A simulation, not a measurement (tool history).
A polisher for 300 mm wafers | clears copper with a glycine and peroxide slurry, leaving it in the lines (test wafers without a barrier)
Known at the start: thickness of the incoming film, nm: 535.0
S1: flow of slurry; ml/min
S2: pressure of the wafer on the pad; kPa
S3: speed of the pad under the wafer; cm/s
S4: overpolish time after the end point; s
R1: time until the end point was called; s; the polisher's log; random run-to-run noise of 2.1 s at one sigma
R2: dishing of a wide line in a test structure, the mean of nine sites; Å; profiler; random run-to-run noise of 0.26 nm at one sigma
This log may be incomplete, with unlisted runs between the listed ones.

run	hour	S1	S2	S3	S4	R1	R2
1	0.0	220	12.4	122	15	106.47	372.69
2	1.6	220	12.4	104	15	122.17	338.03
3	8.1	220	12.4	124	15	108.33	376.64
4	15.0	220	12.4	100	15	124.86	331.93
5	21.0	245	12.4	100	15	127.87	349.16
6	27.7	245	13.8	100	15	116.34	354.64

Forecast run 7:
7	34.6	235	12.4	92	12	?	?

{"run 7": {"R1": 135.72, "R2": 274.0}}
